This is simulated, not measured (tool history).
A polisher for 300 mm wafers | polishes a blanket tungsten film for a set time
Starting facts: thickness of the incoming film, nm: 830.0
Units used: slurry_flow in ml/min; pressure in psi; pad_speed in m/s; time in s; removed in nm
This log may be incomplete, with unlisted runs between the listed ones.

run	hour	slurry_flow	pressure	pad_speed	slurry_solids	time	removed
1	0.0	140	4.5	1.36	1.0	27	176.55
2	1.6	150	4.9	1.36	1.0	27	194.55
3	5.8	155	5.3	1.36	1.0	27	211.04
4	13.0	170	5.3	1.36	1.0	27	219.23
5	14.3	205	5.3	1.36	1.0	27	223.44
6	18.6	205	4.8	1.36	1.0	27	200.68
7	21.7	205	5.1	1.36	1.0	27	211.08

Expected results for the next run?
8	27.6	205	5.4	1.36	1.0	27	?

Run 8 came out at removed 224.61 nm.
